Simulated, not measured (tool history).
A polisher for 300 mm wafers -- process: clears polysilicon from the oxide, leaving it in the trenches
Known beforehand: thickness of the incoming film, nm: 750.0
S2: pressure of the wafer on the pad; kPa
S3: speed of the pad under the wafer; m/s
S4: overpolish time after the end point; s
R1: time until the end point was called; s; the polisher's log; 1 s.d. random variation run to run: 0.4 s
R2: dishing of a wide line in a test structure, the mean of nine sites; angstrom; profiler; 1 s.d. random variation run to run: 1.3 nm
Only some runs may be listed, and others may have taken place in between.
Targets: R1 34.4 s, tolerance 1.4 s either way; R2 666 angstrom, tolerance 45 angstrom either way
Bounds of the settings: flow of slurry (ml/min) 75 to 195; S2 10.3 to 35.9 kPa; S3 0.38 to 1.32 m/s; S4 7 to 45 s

Run 1, day 0: flow of slurry (ml/min) 125, S2 22.8 kPa, S3 0.84 m/s, S4 23 s. Result: R1 49.435 s, R2 655.09 angstrom.
Run 2, day 0.162: flow of slurry (ml/min) 125, S2 18.6 kPa, S3 0.84 m/s, S4 23 s. Result: R1 60.343 s, R2 677.73 angstrom.
Run 3, day 0.388: flow of slurry (ml/min) 125, S2 15.2 kPa, S3 0.84 m/s, S4 23 s. Result: R1 73.372 s, R2 635.26 angstrom.
Run 4, day 0.467: flow of slurry (ml/min) 130, S2 19.3 kPa, S3 0.86 m/s, S4 18 s. Result: R1 55.46 s, R2 639.16 angstrom.
Run 5, day 0.779: flow of slurry (ml/min) 130, S2 15.2 kPa, S3 0.86 m/s, S4 18 s. Result: R1 70.803 s, R2 626.88 angstrom.
Run 6, day 1.033: flow of slurry (ml/min) 135, S2 19.3 kPa, S3 0.86 m/s, S4 18 s. Result: R1 56.508 s, R2 658.38 angstrom.
Run 7, day 1.304: flow of slurry (ml/min) 130, S2 22.8 kPa, S3 0.86 m/s, S4 17 s. Result: R1 47.064 s, R2 652.29 angstrom.
Run 8, day 1.65: flow of slurry (ml/min) 135, S2 24.8 kPa, S3 0.86 m/s, S4 17 s. Result: R1 43.526 s, R2 677.9 angstrom.
Run 9, day 1.883: flow of slurry (ml/min) 100, S2 30.3 kPa, S3 0.96 m/s, S4 7 s. Result: R1 35.365 s, R2 576.78 angstrom.

Next run, 5 choices. One meets every target within its allowed miss, the rest don't. Which?
Run A, day 2.117: flow of slurry (ml/min) 110, S2 32.4 kPa, S3 0.78 m/s, S4 16 s. Result: R1 ?, R2 ?.
Run B, day 2.117: flow of slurry (ml/min) 90, S2 29 kPa, S3 0.96 m/s, S4 7 s. Result: R1 ?, R2 ?.
Run C, day 2.117: flow of slurry (ml/min) 140, S2 29 kPa, S3 0.94 m/s, S4 16 s. Result: R1 ?, R2 ?.
Run D, day 2.117: flow of slurry (ml/min) 75, S2 30.3 kPa, S3 0.98 m/s, S4 7 s. Result: R1 ?, R2 ?.
Run E, day 2.117: flow of slurry (ml/min) 165, S2 30.3 kPa, S3 0.98 m/s, S4 25 s. Result: R1 ?, R2 ?.

move      R1      R2
   A  37.758   661.2
   B  37.132  577.09
   C  33.808  664.33
   D   37.19  576.81
   E  30.204  668.79
A: brings the result that was furthest off to its target, and leaves another outside
B: neither nearer nor further off than the last run
C: every result lands within tolerance
D: neither nearer nor further off than the last run
E: brings the result that was furthest off to its target, and leaves another outside
Go with C: it meets all targets.

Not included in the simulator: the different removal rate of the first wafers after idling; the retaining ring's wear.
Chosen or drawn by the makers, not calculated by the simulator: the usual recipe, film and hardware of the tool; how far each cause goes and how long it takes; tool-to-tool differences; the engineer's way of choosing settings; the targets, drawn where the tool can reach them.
